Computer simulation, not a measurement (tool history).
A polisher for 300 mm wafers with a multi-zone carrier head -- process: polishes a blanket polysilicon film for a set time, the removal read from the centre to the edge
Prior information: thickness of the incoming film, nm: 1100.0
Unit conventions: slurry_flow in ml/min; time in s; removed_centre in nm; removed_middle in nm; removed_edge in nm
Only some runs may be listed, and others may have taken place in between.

run,day,slurry_flow,centre_zone,middle_zone,edge_zone,time,removed_centre,removed_middle,removed_edge
1,0,245,1,1,1,52,329.35,328.77,328.67
2,0.342,245,1,1,1.09,52,326.42,321.12,340.46
3,0.462,245,1,0.93,1.09,52,325.24,304.99,345.79
4,0.808,190,1,0.93,1.09,52,322.68,295.01,340.13
5,0.883,215,1,0.93,1.09,52,320.01,300.45,337.67
6,0.929,210,0.96,0.91,1.04,48,292.73,276.34,311.89

Run 7 has not been measured yet. What should we expect?
7,0.975,210,0.93,0.91,1.02,44,?,?,?

removed_centre: 254.28 nm
removed_middle: 253.47 nm
removed_edge: 277.77 nm

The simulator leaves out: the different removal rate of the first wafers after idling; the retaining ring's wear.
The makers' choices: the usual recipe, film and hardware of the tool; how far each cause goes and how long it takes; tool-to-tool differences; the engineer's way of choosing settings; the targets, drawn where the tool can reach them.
